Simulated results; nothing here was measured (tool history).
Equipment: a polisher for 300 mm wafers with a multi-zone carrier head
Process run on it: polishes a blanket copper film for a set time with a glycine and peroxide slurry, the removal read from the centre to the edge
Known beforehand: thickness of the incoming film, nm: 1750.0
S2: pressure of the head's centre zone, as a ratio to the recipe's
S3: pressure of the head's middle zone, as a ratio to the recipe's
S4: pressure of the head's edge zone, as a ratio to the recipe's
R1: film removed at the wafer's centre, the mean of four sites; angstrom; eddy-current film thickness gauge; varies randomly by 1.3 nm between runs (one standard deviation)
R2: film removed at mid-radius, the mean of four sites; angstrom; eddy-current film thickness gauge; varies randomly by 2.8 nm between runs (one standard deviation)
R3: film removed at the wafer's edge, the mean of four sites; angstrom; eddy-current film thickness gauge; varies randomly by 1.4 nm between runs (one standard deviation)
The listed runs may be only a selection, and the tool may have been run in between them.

run 1 hour=0.0 | flow_of_slurry_(ml/min)=175 S2=1.00 S3=1.00 S4=1.00 polishing_time_(s)=77 | R1=2147.4 R2=2147.4 R3=2124.7
run 2 hour=7.1 | flow_of_slurry_(ml/min)=175 S2=0.95 S3=1.00 S4=1.00 polishing_time_(s)=77 | R1=2062.7 R2=2171.7 R3=2109.3
run 3 hour=12.3 | flow_of_slurry_(ml/min)=180 S2=0.94 S3=1.02 S4=1.00 polishing_time_(s)=77 | R1=2019.5 R2=2188.2 R3=2122.6
run 4 hour=17.0 | flow_of_slurry_(ml/min)=180 S2=0.94 S3=1.02 S4=1.00 polishing_time_(s)=64 | R1=1712.5 R2=1763.9 R3=1776.4
run 5 hour=25.1 | flow_of_slurry_(ml/min)=180 S2=0.94 S3=1.02 S4=0.95 polishing_time_(s)=64 | R1=1703.7 R2=1804.1 R3=1704.0
run 6 hour=29.9 | flow_of_slurry_(ml/min)=185 S2=0.94 S3=1.04 S4=0.96 polishing_time_(s)=66 | R1=1770.6 R2=1918.8 R3=1791.1
run 7 hour=34.1 | flow_of_slurry_(ml/min)=190 S2=0.94 S3=1.06 S4=0.97 polishing_time_(s)=67 | R1=1792.7 R2=1977.4 R3=1839.8
run 8 hour=38.1 | flow_of_slurry_(ml/min)=195 S2=0.94 S3=1.08 S4=0.97 polishing_time_(s)=68 | R1=1835.0 R2=2051.4 R3=1867.2

The next listed run, before its measurement:
run 9 hour=40.8 | flow_of_slurry_(ml/min)=200 S2=0.94 S3=1.09 S4=0.98 polishing_time_(s)=69 | R1=? R2=? R3=?

{"run 9": {"R1": 1869.5, "R2": 2124.1, "R3": 1892.7}}
